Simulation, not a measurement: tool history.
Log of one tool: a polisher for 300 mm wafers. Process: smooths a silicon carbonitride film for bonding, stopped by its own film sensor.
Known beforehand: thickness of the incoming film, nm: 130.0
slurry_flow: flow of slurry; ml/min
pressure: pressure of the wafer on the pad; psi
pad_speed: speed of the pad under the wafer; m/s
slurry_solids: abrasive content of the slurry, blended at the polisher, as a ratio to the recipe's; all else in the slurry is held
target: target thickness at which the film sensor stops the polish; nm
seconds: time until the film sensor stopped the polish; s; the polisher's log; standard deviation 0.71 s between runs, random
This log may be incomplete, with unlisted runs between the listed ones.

run 1 hour=0 | slurry_flow=155 pressure=2.4 pad_speed=0.8 slurry_solids=1 target=112 | seconds=79.518
run 2 hour=5.7 | slurry_flow=155 pressure=2.6 pad_speed=0.8 slurry_solids=1 target=112 | seconds=75.607
run 3 hour=10.3 | slurry_flow=155 pressure=2.8 pad_speed=0.8 slurry_solids=1 target=112 | seconds=70.78
run 4 hour=16 | slurry_flow=155 pressure=2.8 pad_speed=0.8 slurry_solids=1.1 target=112 | seconds=69.13
run 5 hour=17.1 | slurry_flow=155 pressure=2.9 pad_speed=0.8 slurry_solids=1.1 target=112 | seconds=65.83
run 6 hour=20.3 | slurry_flow=155 pressure=2.9 pad_speed=0.88 slurry_solids=1.1 target=112 | seconds=64.204
run 7 hour=24.2 | slurry_flow=155 pressure=3 pad_speed=0.88 slurry_solids=1.1 target=112 | seconds=59.942
run 8 hour=25.6 | slurry_flow=155 pressure=3.1 pad_speed=0.88 slurry_solids=1.1 target=112 | seconds=59.751

For run 9, what comes out?
run 9 hour=27.8 | slurry_flow=155 pressure=3.2 pad_speed=0.88 slurry_solids=1.1 target=112 | seconds=?

Logged for run 9: seconds 56.95 s.
